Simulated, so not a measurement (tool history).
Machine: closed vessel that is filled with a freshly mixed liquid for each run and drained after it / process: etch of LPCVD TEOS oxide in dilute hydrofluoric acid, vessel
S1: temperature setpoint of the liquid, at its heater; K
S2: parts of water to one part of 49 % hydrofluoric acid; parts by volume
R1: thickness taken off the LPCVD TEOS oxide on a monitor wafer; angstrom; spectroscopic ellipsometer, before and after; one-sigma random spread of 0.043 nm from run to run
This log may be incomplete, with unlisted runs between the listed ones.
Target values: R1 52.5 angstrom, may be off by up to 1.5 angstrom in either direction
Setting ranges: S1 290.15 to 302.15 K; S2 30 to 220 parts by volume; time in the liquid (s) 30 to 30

run 1 hour=0 | S1=294.15 S2=125 time_in_the_liquid_(s)=30 | R1=44.536
run 2 hour=8 | S1=295.15 S2=125 time_in_the_liquid_(s)=30 | R1=46.172
run 3 hour=14.8 | S1=295.15 S2=100 time_in_the_liquid_(s)=30 | R1=58.636
run 4 hour=21.8 | S1=294.65 S2=100 time_in_the_liquid_(s)=30 | R1=57.454
run 5 hour=28 | S1=294.65 S2=130 time_in_the_liquid_(s)=30 | R1=42.79
run 6 hour=33.8 | S1=295.65 S2=130 time_in_the_liquid_(s)=30 | R1=45.289
run 7 hour=38.1 | S1=296.15 S2=130 time_in_the_liquid_(s)=30 | R1=45.744
run 8 hour=44.3 | S1=297.15 S2=130 time_in_the_liquid_(s)=30 | R1=47.58

Exactly one of the 4 candidate moves below puts every result within its allowed miss. Which one?
run A hour=50.5 | S1=297.15 S2=145 time_in_the_liquid_(s)=30 | R1=?
run B hour=50.5 | S1=294.65 S2=110 time_in_the_liquid_(s)=30 | R1=?
run C hour=50.5 | S1=292.15 S2=115 time_in_the_liquid_(s)=30 | R1=?
run D hour=50.5 | S1=295.65 S2=135 time_in_the_liquid_(s)=30 | R1=?

move=A R1=41.891
move=B R1=52.098
move=C R1=44.77
move=D R1=42.937
A: lands further from the targets than the last run did
B: every result within its allowed miss
C: lands further from the targets than the last run did
D: lands further from the targets than the last run did
Answer: B
